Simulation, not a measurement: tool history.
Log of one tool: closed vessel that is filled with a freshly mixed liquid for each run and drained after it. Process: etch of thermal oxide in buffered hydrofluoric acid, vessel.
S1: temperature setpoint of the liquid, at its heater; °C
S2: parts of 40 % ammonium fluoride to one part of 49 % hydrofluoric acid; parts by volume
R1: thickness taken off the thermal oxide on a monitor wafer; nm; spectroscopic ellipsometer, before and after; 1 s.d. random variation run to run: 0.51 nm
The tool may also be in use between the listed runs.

run 1 hour=0 | S1=24 S2=14.5 time_in_the_liquid_(s)=95 | R1=83.637
run 2 hour=4.6 | S1=25 S2=14.5 time_in_the_liquid_(s)=95 | R1=87.322
run 3 hour=6.8 | S1=22 S2=14.5 time_in_the_liquid_(s)=95 | R1=74.806
run 4 hour=9.6 | S1=23.5 S2=14.5 time_in_the_liquid_(s)=95 | R1=81.062
run 5 hour=10.2 | S1=25 S2=14.5 time_in_the_liquid_(s)=95 | R1=88.65
-- hour=15.5 thermometer replaced
run 6 hour=15.5 | S1=25 S2=14.5 time_in_the_liquid_(s)=100 | R1=81.415
run 7 hour=16.8 | S1=26 S2=14 time_in_the_liquid_(s)=100 | R1=89.37
run 8 hour=17.7 | S1=27 S2=13 time_in_the_liquid_(s)=100 | R1=100.58
run 9 hour=26.4 | S1=28 S2=12.5 time_in_the_liquid_(s)=100 | R1=110.75

For run 10, what comes out?
run 10 hour=29.8 | S1=28.5 S2=12.5 time_in_the_liquid_(s)=100 | R1=?

For run 10 the tool returned R1 113.32 nm.
